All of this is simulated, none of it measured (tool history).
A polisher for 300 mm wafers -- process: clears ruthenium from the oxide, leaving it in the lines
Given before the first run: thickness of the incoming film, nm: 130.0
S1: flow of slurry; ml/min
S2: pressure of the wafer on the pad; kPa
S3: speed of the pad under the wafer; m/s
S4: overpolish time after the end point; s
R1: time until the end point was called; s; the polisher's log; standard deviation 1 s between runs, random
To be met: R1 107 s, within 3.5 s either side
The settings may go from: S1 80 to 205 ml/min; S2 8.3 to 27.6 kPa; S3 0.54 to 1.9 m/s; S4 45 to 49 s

Run 1, day 0: S1 135 ml/min, S2 17.9 kPa, S3 1.22 m/s, S4 45 s. Result: R1 92.975 s.
Run 2, day 0.175: S1 135 ml/min, S2 17.9 kPa, S3 1.22 m/s, S4 49 s. Result: R1 92.397 s.
Run 3, day 0.454: S1 130 ml/min, S2 17.9 kPa, S3 1.22 m/s, S4 49 s. Result: R1 94.491 s.
Run 4, day 0.596: S1 130 ml/min, S2 17.9 kPa, S3 1.22 m/s, S4 49 s. Result: R1 94.367 s.
At day 0.621: slurry nozzle cleaned.
Run 5, day 0.621: S1 130 ml/min, S2 13.8 kPa, S3 1.22 m/s, S4 49 s. Result: R1 115.79 s.
Run 6, day 0.683: S1 130 ml/min, S2 10.3 kPa, S3 1.22 m/s, S4 49 s. Result: R1 153.07 s.
Run 7, day 0.888: S1 135 ml/min, S2 11 kPa, S3 1.22 m/s, S4 49 s. Result: R1 140.5 s.
Run 8, day 1.188: S1 140 ml/min, S2 11.7 kPa, S3 1.22 m/s, S4 49 s. Result: R1 130.59 s.
Run 9, day 1.529: S1 145 ml/min, S2 11.7 kPa, S3 1.22 m/s, S4 49 s. Result: R1 129.05 s.
Run 10, day 1.829: S1 150 ml/min, S2 11.7 kPa, S3 1.22 m/s, S4 49 s. Result: R1 130.14 s.
Run 11, day 2.117: S1 155 ml/min, S2 11.7 kPa, S3 1.22 m/s, S4 49 s. Result: R1 127.81 s.
Run 12, day 2.312: S1 160 ml/min, S2 11.7 kPa, S3 1.22 m/s, S4 49 s. Result: R1 127.1 s.

Which one of the following 5 next-run settings gets every result inside its allowed miss? There is exactly one.
Run A, day 2.508: S1 175 ml/min, S2 10.3 kPa, S3 1.16 m/s, S4 49 s. Result: R1 ?.
Run B, day 2.508: S1 180 ml/min, S2 11 kPa, S3 1.46 m/s, S4 49 s. Result: R1 ?.
Run C, day 2.508: S1 150 ml/min, S2 12.4 kPa, S3 1.4 m/s, S4 49 s. Result: R1 ?.
Run D, day 2.508: S1 140 ml/min, S2 13.1 kPa, S3 1.2 m/s, S4 47 s. Result: R1 ?.
Run E, day 2.508: S1 140 ml/min, S2 13.8 kPa, S3 1.32 m/s, S4 49 s. Result: R1 ?.

move      R1
   A  148.24
   B  120.49
   C   114.1
   D  120.72
   E  108.45
A: misses by more than the last run did
B: moves toward the targets from the last run without getting all of them in spec
C: moves toward the targets from the last run without getting all of them in spec
D: moves toward the targets from the last run without getting all of them in spec
E: all results in spec
The move that meets every target is E.

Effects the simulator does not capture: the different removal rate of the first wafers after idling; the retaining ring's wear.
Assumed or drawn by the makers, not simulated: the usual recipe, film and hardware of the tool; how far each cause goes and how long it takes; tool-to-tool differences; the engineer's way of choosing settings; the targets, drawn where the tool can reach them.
